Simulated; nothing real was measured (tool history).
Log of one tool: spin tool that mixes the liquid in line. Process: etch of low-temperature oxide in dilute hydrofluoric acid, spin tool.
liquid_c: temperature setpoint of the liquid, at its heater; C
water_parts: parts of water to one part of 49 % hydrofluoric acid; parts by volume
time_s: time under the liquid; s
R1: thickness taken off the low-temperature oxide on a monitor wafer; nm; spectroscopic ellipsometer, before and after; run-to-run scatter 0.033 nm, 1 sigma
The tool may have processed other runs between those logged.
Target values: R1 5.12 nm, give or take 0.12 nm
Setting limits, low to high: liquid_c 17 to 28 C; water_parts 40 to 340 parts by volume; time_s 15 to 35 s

{"run": 1, "hour": 0.0, "liquid_c": 20, "water_parts": 190, "time_s": 35, "R1": 2.6517}
{"run": 2, "hour": 2.1, "liquid_c": 22, "water_parts": 175, "time_s": 35, "R1": 3.1287}
{"run": 3, "hour": 3.0, "liquid_c": 23.5, "water_parts": 165, "time_s": 35, "R1": 3.5791}
{"run": 4, "hour": 11.0, "liquid_c": 23.5, "water_parts": 165, "time_s": 35, "R1": 3.5746}
{"run": 5, "hour": 12.6, "liquid_c": 24.5, "water_parts": 160, "time_s": 35, "R1": 3.8269}
{"run": 6, "hour": 15.0, "liquid_c": 25.5, "water_parts": 155, "time_s": 35, "R1": 4.1522}
{"run": 7, "hour": 22.7, "liquid_c": 25.5, "water_parts": 155, "time_s": 35, "R1": 4.1499}
{"run": 8, "hour": 27.1, "liquid_c": 26, "water_parts": 150, "time_s": 35, "R1": 4.4041}
{"run": 9, "hour": 35.6, "liquid_c": 26.5, "water_parts": 145, "time_s": 35, "R1": 4.6639}
{"run": 10, "hour": 42.1, "liquid_c": 27, "water_parts": 145, "time_s": 35, "R1": 4.7372}

Of the 4 settings listed for the next run, only one would bring every result within its allowed miss of target. Which one?
{"run": "A", "hour": 48.6, "liquid_c": 28, "water_parts": 160, "time_s": 35, "R1": "?"}
{"run": "B", "hour": 48.6, "liquid_c": 25, "water_parts": 135, "time_s": 35, "R1": "?"}
{"run": "C", "hour": 48.6, "liquid_c": 26, "water_parts": 165, "time_s": 35, "R1": "?"}
{"run": "D", "hour": 48.6, "liquid_c": 26.5, "water_parts": 135, "time_s": 35, "R1": "?"}

move=A R1=4.3379
move=B R1=4.7382
move=C R1=3.8851
move=D R1=5.0159
A: the biggest miss grows against the last run
B: about as far from the targets as the last run
C: the biggest miss grows against the last run
D: every result lands within tolerance
Move D is the one to make.
